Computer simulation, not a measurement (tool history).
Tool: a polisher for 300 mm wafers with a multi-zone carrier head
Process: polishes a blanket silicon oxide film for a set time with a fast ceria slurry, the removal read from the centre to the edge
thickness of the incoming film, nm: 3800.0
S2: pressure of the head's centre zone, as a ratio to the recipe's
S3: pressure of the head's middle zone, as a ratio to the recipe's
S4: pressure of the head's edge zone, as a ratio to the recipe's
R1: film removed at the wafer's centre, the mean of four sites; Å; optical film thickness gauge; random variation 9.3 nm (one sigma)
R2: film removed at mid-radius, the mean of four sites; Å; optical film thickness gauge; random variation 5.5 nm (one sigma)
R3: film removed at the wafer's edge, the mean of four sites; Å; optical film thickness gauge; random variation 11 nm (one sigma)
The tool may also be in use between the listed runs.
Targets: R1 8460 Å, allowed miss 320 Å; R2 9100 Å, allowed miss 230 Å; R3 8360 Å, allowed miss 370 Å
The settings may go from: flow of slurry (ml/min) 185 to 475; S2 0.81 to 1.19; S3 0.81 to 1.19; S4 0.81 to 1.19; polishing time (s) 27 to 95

Run 1, day 0: flow of slurry (ml/min) 305, S2 1, S3 1, S4 1, polishing time (s) 61. Result: R1 10126 Å, R2 10352 Å, R3 10670 Å.
Run 2, day 0.342: flow of slurry (ml/min) 305, S2 1, S3 1, S4 1.05, polishing time (s) 61. Result: R1 9947.3 Å, R2 10331 Å, R3 10550 Å.
Run 3, day 0.708: flow of slurry (ml/min) 310, S2 1.01, S3 1.03, S4 1.05, polishing time (s) 58. Result: R1 9672.8 Å, R2 10072 Å, R3 10283 Å.
Run 4, day 0.817: flow of slurry (ml/min) 310, S2 1.01, S3 1.03, S4 1.01, polishing time (s) 58. Result: R1 9516.5 Å, R2 10154 Å, R3 10131 Å.
Run 5, day 1.042: flow of slurry (ml/min) 310, S2 1.03, S3 1.04, S4 0.98, polishing time (s) 56. Result: R1 9440.1 Å, R2 9758 Å, R3 9526.6 Å.
Run 6, day 1.262: flow of slurry (ml/min) 305, S2 1.03, S3 1.05, S4 0.95, polishing time (s) 55. Result: R1 9242.7 Å, R2 9648.7 Å, R3 9261.7 Å.
Run 7, day 1.596: flow of slurry (ml/min) 305, S2 1.03, S3 1.05, S4 0.95, polishing time (s) 55. Result: R1 9366.5 Å, R2 9769.7 Å, R3 9286.7 Å.
Run 8, day 1.854: flow of slurry (ml/min) 300, S2 1.02, S3 1.05, S4 0.93, polishing time (s) 54. Result: R1 9025.3 Å, R2 9521.3 Å, R3 8939 Å.
Run 9, day 2.092: flow of slurry (ml/min) 290, S2 1.01, S3 1.05, S4 0.92, polishing time (s) 54. Result: R1 8940.5 Å, R2 9490.6 Å, R3 8977.9 Å.
Run 10, day 2.217: flow of slurry (ml/min) 290, S2 1.01, S3 1.05, S4 0.9, polishing time (s) 54. Result: R1 8784.2 Å, R2 9499.3 Å, R3 8944.1 Å.
Run 11, day 2.262: flow of slurry (ml/min) 290, S2 1.01, S3 1.05, S4 0.89, polishing time (s) 53. Result: R1 8890.2 Å, R2 9269.8 Å, R3 8754.4 Å.

Which of these 4 next moves meets every target?
Run A, day 2.308: flow of slurry (ml/min) 270, S2 0.98, S3 1.08, S4 0.9, polishing time (s) 56. Result: R1 ?, R2 ?, R3 ?.
Run B, day 2.308: flow of slurry (ml/min) 385, S2 0.99, S3 1.08, S4 0.86, polishing time (s) 50. Result: R1 ?, R2 ?, R3 ?.
Run C, day 2.308: flow of slurry (ml/min) 355, S2 0.95, S3 0.95, S4 1.01, polishing time (s) 54. Result: R1 ?, R2 ?, R3 ?.
Run D, day 2.308: flow of slurry (ml/min) 255, S2 1.14, S3 1.05, S4 0.81, polishing time (s) 52. Result: R1 ?, R2 ?, R3 ?.

move      R1      R2      R3
   A  8875.9    9917  9357.4
   B  8305.8    9173  8448.8
   C  8619.1  8954.9  9640.5
   D    9199  8947.9    8334
A: further off than the last run
B: meets every target
C: brings the result that was furthest off to its target, and leaves another outside
D: further off than the last run
Move B is the one to make.

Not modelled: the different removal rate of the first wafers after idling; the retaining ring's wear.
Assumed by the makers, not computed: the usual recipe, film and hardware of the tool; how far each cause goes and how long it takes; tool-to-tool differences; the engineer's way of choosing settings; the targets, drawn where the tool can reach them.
